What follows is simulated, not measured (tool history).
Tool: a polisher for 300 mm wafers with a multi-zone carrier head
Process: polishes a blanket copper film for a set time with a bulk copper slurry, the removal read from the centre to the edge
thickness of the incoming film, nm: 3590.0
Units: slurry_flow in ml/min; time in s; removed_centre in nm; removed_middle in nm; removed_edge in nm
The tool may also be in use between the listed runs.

run 1 day=0 | slurry_flow=285 centre_zone=1 middle_zone=1 edge_zone=1 slurry_solids=1 time=68 | removed_centre=615.57 removed_middle=629.45 removed_edge=657.25
run 2 day=0.296 | slurry_flow=285 centre_zone=1 middle_zone=0.94 edge_zone=1 slurry_solids=1 time=68 | removed_centre=616.84 removed_middle=617.55 removed_edge=642.01
run 3 day=0.538 | slurry_flow=285 centre_zone=1 middle_zone=0.94 edge_zone=0.94 slurry_solids=1 time=68 | removed_centre=619.15 removed_middle=621.05 removed_edge=638.08
run 4 day=0.567 | slurry_flow=280 centre_zone=0.98 middle_zone=0.93 edge_zone=0.95 slurry_solids=0.95 time=67 | removed_centre=581.26 removed_middle=579.23 removed_edge=629.26
run 5 day=0.796 | slurry_flow=280 centre_zone=0.98 middle_zone=0.89 edge_zone=0.95 slurry_solids=0.95 time=67 | removed_centre=584.1 removed_middle=560.76 removed_edge=632.36
run 6 day=1.033 | slurry_flow=280 centre_zone=0.98 middle_zone=0.82 edge_zone=0.95 slurry_solids=0.95 time=67 | removed_centre=584.59 removed_middle=527.85 removed_edge=614.95
run 7 day=1.271 | slurry_flow=290 centre_zone=0.97 middle_zone=0.85 edge_zone=0.94 slurry_solids=0.9 time=65 | removed_centre=554.81 removed_middle=532.04 removed_edge=589.84

Run 8 comes next. What will it give?
run 8 day=1.358 | slurry_flow=295 centre_zone=0.95 middle_zone=0.85 edge_zone=0.94 slurry_solids=0.85 time=65 | removed_centre=? removed_middle=? removed_edge=?

removed_centre: 536.42 nm
removed_middle: 522.04 nm
removed_edge: 582.91 nm

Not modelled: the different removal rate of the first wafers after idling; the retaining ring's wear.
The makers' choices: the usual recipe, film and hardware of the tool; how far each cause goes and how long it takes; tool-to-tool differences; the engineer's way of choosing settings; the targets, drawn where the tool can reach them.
